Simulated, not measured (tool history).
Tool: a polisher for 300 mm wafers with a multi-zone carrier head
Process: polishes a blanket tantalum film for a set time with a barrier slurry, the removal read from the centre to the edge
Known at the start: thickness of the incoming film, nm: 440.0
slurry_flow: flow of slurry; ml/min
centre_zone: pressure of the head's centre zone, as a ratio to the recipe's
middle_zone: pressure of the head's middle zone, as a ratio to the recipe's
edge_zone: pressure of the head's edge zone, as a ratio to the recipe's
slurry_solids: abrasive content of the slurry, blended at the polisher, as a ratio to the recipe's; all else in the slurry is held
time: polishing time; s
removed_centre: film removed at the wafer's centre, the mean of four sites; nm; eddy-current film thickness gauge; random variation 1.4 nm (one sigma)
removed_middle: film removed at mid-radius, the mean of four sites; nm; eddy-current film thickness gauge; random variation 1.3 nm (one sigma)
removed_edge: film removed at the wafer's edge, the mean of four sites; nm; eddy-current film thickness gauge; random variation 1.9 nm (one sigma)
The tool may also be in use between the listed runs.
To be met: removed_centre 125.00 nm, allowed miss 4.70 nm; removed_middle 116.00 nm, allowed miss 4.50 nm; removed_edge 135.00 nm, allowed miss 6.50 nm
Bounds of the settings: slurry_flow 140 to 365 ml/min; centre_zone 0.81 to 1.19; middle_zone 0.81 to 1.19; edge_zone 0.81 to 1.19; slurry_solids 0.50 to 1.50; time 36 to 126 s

run,hour,slurry_flow,centre_zone,middle_zone,edge_zone,slurry_solids,time,removed_centre,removed_middle,removed_edge
1,0.0,235,1.00,1.00,1.00,1.00,81,135.03,149.37,156.56
2,3.7,235,1.00,1.00,1.07,1.00,81,135.25,148.29,157.77
3,5.7,235,1.00,0.95,1.07,1.00,81,135.12,141.87,156.52
4,12.6,235,1.00,1.02,1.07,1.00,81,135.00,150.33,153.62
# hour 18.0: centre zone pressure recalibrated
5,18.0,235,1.01,1.01,1.07,0.95,81,152.45,147.38,153.85
6,22.7,235,1.01,1.01,0.99,0.95,81,147.07,144.91,149.75
7,25.3,230,1.00,1.00,0.99,0.95,80,148.35,139.40,149.21
8,29.1,220,0.90,0.94,0.97,0.70,78,117.66,119.90,127.40

4 next moves are on the table. One of them brings every result within its allowed miss. Which?
A,32.9,240,0.93,0.91,1.03,0.55,94,?,?,?
B,32.9,250,0.91,0.94,0.98,0.55,91,?,?,?
C,32.9,220,0.91,0.84,0.94,0.70,84,?,?,?
D,32.9,150,1.06,0.87,0.96,0.60,92,?,?,?

move,removed_centre,removed_middle,removed_edge
A,134.50,127.72,144.67
B,128.30,127.73,137.20
C,128.08,116.50,135.43
D,141.14,115.00,133.79
A: takes the result that was furthest off past its target
B: brings the result that was furthest off to its target, and leaves another outside
C: meets every target
D: takes the result that was furthest off past its target
Move C is the one to make.

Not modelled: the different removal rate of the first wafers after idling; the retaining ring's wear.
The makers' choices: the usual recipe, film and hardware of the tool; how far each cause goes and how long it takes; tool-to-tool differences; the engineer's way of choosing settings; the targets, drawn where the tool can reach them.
